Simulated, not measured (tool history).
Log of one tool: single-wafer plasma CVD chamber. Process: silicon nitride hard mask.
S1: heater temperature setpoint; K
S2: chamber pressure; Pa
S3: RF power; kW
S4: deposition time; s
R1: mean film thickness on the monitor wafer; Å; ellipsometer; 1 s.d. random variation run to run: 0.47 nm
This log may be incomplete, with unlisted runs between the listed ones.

Run 1, day 0: S1 673.15 K, S2 273 Pa, S3 0.24 kW, S4 63.5 s. Result: R1 696.11 Å.
Run 2, day 0.196: S1 673.15 K, S2 292 Pa, S3 0.255 kW, S4 63.7 s. Result: R1 760.04 Å.
Run 3, day 0.546: S1 681.15 K, S2 292 Pa, S3 0.255 kW, S4 63.7 s. Result: R1 760.51 Å.
Run 4, day 0.667: S1 681.15 K, S2 309 Pa, S3 0.26 kW, S4 63.8 s. Result: R1 782.6 Å.
Run 5, day 0.908: S1 681.15 K, S2 309 Pa, S3 0.26 kW, S4 63.5 s. Result: R1 779.76 Å.
Run 6, day 1.283: S1 681.15 K, S2 333 Pa, S3 0.26 kW, S4 63.5 s. Result: R1 796.31 Å.
Run 7, day 1.521: S1 681.15 K, S2 341 Pa, S3 0.27 kW, S4 63.6 s. Result: R1 829.77 Å.
Run 8, day 1.788: S1 681.15 K, S2 348 Pa, S3 0.275 kW, S4 63.7 s. Result: R1 843.35 Å.
Run 9, day 1.942: S1 681.15 K, S2 376 Pa, S3 0.31 kW, S4 64.1 s. Result: R1 957.88 Å.

Expected results for the next run?
Run 10, day 2.067: S1 681.15 K, S2 372 Pa, S3 0.31 kW, S4 64.1 s. Result: R1 ?.

{"run 10": {"R1": 963.94}}
